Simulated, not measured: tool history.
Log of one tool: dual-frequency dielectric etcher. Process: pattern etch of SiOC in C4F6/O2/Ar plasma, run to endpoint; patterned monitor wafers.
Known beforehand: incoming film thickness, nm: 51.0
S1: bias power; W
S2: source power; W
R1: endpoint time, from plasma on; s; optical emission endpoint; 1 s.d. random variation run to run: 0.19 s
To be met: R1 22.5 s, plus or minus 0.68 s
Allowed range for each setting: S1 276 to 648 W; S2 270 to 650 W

run	day	S1	S2	R1
1	0	462	460	18.771
2	0.262	462	490	17.764
3	0.283	462	530	17.259
4	0.65	425	530	17.79
5	0.879	425	460	19.327
6	1.242	425	380	21.549
7	1.317	421	380	21.222
8	1.433	416	380	21.016
9	1.504	345	340	24.241
# day 1.562: bias power generator calibrated
10	1.562	351	340	25.127

Next run, 4 choices. One meets every target within its allowed miss, the rest don't. Which?
A	1.621	386	410	?
B	1.621	329	360	?
C	1.621	428	320	?
D	1.621	381	370	?

move	R1
A	21.604
B	24.657
C	24.212
D	23.043
A: carries the result that was furthest off beyond its target, to the other side
B: closes in on the targets versus the last run, not all within tolerance yet
C: closes in on the targets versus the last run, not all within tolerance yet
D: every result within its allowed miss
D meets every target.
